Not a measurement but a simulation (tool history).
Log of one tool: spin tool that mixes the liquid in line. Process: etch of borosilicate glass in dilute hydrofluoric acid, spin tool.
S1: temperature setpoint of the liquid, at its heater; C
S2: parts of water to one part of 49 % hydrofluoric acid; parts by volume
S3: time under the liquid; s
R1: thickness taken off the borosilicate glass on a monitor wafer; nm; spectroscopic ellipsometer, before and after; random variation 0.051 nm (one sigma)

run,hour,S1,S2,S3,R1
1,0.0,25.0,230,100,9.3318
2,5.4,27.5,225,100,10.5840
3,11.7,24.0,225,100,9.2791
4,13.4,26.5,225,100,10.1870
# hour 15.0: thermometer replaced
5,15.0,26.5,295,100,7.7243
6,21.7,26.5,295,100,7.7464
7,24.1,28.5,275,100,9.0227
8,28.0,30.0,260,100,10.1760

The next listed run, before its measurement:
9,32.4,31.0,250,100,?

R1: 11.1380 nm

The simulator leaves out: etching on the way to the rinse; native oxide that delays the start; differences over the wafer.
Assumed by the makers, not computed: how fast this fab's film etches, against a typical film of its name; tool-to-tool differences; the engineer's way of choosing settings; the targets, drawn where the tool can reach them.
